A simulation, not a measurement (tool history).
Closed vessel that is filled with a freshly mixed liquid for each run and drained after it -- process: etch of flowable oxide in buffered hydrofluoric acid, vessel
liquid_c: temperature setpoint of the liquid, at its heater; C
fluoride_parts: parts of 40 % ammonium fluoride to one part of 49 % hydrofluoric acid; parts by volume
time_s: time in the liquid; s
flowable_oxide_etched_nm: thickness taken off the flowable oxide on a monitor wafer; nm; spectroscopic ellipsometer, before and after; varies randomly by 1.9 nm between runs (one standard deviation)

run,hour,liquid_c,fluoride_parts,time_s,flowable_oxide_etched_nm
1,0,20,10.5,95,346.53
2,7.3,18,10.5,95,309.49
3,14.2,21.5,10.5,95,379.21
4,16.5,20,11,95,333.94
# hour 25.5: hydrofluoric acid flow meter replaced
5,25.5,20,11,105,394.48
6,29.6,19,12,105,340.12

Estimate the outcome of run 7 from the log above:
7,35.1,18.5,12.5,105,?

flowable_oxide_etched_nm: 317.89 nm
